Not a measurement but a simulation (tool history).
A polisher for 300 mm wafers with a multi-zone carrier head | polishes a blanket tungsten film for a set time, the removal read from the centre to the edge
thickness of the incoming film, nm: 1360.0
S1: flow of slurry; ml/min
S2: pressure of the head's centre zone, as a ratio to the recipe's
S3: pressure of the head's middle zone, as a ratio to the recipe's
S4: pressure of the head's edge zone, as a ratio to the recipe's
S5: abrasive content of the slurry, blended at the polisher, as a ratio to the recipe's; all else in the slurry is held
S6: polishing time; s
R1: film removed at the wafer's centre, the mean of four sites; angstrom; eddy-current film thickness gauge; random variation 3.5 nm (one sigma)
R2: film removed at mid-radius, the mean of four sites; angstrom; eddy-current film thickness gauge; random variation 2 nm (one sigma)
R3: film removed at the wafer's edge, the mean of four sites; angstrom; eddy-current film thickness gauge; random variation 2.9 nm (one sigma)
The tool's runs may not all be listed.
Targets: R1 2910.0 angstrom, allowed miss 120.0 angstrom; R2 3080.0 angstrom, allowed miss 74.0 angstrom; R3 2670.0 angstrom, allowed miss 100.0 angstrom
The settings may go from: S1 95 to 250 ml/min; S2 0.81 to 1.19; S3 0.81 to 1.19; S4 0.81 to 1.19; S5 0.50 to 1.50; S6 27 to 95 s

run 1 hour=0.0 | S1=160 S2=1.00 S3=1.00 S4=1.00 S5=1.00 S6=61 | R1=1891.2 R2=2004.1 R3=1963.1
run 2 hour=6.5 | S1=160 S2=1.00 S3=1.00 S4=1.00 S5=1.00 S6=70 | R1=2236.7 R2=2254.7 R3=2247.2
run 3 hour=9.0 | S1=160 S2=1.00 S3=1.00 S4=1.00 S5=0.85 S6=70 | R1=2123.6 R2=2222.0 R3=2166.2
run 4 hour=15.7 | S1=160 S2=0.94 S3=1.00 S4=1.00 S5=0.85 S6=70 | R1=1983.9 R2=2241.0 R3=2203.8
run 5 hour=22.9 | S1=160 S2=0.94 S3=1.00 S4=1.00 S5=0.85 S6=77 | R1=2138.3 R2=2451.2 R3=2392.9
run 6 hour=26.1 | S1=160 S2=1.01 S3=1.00 S4=1.00 S5=0.85 S6=77 | R1=2364.6 R2=2426.7 R3=2398.1
run 7 hour=28.3 | S1=170 S2=1.02 S3=1.02 S4=1.00 S5=0.90 S6=77 | R1=2397.4 R2=2529.5 R3=2404.2
run 8 hour=35.3 | S1=175 S2=1.03 S3=1.03 S4=1.01 S5=0.95 S6=77 | R1=2498.6 R2=2579.8 R3=2480.1
run 9 hour=42.9 | S1=180 S2=1.04 S3=1.05 S4=1.01 S5=1.00 S6=77 | R1=2556.0 R2=2646.2 R3=2502.8

5 next moves are on the table. One of them brings every result within its allowed miss. Which?
run A hour=50.5 | S1=250 S2=1.08 S3=1.12 S4=0.96 S5=1.15 S6=80 | R1=? R2=? R3=?
run B hour=50.5 | S1=130 S2=1.02 S3=1.11 S4=1.05 S5=1.20 S6=84 | R1=? R2=? R3=?
run C hour=50.5 | S1=170 S2=0.87 S3=1.00 S4=1.14 S5=1.00 S6=86 | R1=? R2=? R3=?
run D hour=50.5 | S1=175 S2=0.96 S3=0.89 S4=0.98 S5=1.05 S6=69 | R1=? R2=? R3=?
run E hour=50.5 | S1=250 S2=0.92 S3=1.04 S4=0.93 S5=0.90 S6=80 | R1=? R2=? R3=?

move=A R1=2963.1 R2=3119.1 R3=2699.0
move=B R1=2666.4 R2=2985.6 R3=2783.3
move=C R1=2363.4 R2=2830.5 R3=2969.3
move=D R1=2120.1 R2=2085.6 R3=2243.3
move=E R1=2416.6 R2=2810.6 R3=2554.1
A: meets every target
B: nearer than the last run, and not there yet
C: nearer than the last run, and not there yet
D: further off than the last run
E: nearer than the last run, and not there yet
The right move is A.
